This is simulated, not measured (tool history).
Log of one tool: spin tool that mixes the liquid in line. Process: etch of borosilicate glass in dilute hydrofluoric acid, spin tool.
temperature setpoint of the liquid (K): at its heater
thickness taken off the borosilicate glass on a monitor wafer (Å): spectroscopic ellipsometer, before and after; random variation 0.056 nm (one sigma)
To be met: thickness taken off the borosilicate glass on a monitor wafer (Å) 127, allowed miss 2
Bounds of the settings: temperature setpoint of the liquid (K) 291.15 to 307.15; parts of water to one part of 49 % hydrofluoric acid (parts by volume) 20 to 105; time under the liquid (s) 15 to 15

run	day	temperature setpoint of the liquid (K)	parts of water to one part of 49 % hydrofluoric acid (parts by volume)	time under the liquid (s)	thickness taken off the borosilicate glass on a monitor wafer (Å)
1	0	299.15	55	15	73.342
2	0.038	300.65	55	15	77.759
3	0.408	302.15	55	15	82.345
4	0.492	302.15	70	15	63.646
5	0.538	302.15	50	15	91.325
6	0.712	303.15	50	15	95.49
# day 0.808: hydrofluoric acid flow meter replaced
7	0.808	304.15	50	15	88.349
8	1.05	304.65	45	15	100.74
9	1.188	305.15	45	15	103.43
10	1.254	305.65	45	15	104.8
11	1.388	306.15	45	15	107.05

Which of these 5 next moves meets every target?
A	1.521	307.15	45	15	?
B	1.521	306.15	40	15	?
C	1.521	302.65	35	15	?
D	1.521	305.65	50	15	?
E	1.521	307.15	40	15	?

move	thickness taken off the borosilicate glass on a monitor wafer (Å)
A	111.19
B	121.4
C	121.87
D	93.695
E	126.17
A: nearer than the last run, and not there yet
B: nearer than the last run, and not there yet
C: nearer than the last run, and not there yet
D: further off than the last run
E: meets every target
The right move is E.
